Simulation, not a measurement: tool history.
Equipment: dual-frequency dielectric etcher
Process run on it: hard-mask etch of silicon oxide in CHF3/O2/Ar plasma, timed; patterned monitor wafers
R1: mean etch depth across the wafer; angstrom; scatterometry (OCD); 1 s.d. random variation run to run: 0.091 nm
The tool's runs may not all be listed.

{"run": 1, "hour": 0.0, "source power (W)": 580, "bias power (W)": 181, "etch time (s)": 12.5, "R1": 279.6}
{"run": 2, "hour": 5.6, "source power (W)": 610, "bias power (W)": 183, "etch time (s)": 12.5, "R1": 285.96}
{"run": 3, "hour": 14.4, "source power (W)": 630, "bias power (W)": 184, "etch time (s)": 12.5, "R1": 289.29}
{"run": 4, "hour": 17.6, "source power (W)": 630, "bias power (W)": 164, "etch time (s)": 12.5, "R1": 274.59}
{"run": 5, "hour": 24.3, "source power (W)": 660, "bias power (W)": 168, "etch time (s)": 12.5, "R1": 282.82}
{"run": 6, "hour": 31.5, "source power (W)": 660, "bias power (W)": 186, "etch time (s)": 12.5, "R1": 296.47}
{"run": 7, "hour": 36.9, "source power (W)": 680, "bias power (W)": 187, "etch time (s)": 12.5, "R1": 297.0}

For run 8, what comes out?
{"run": 8, "hour": 44.7, "source power (W)": 790, "bias power (W)": 201, "etch time (s)": 12.5, "R1": "?"}

R1: 325.90 angstrom
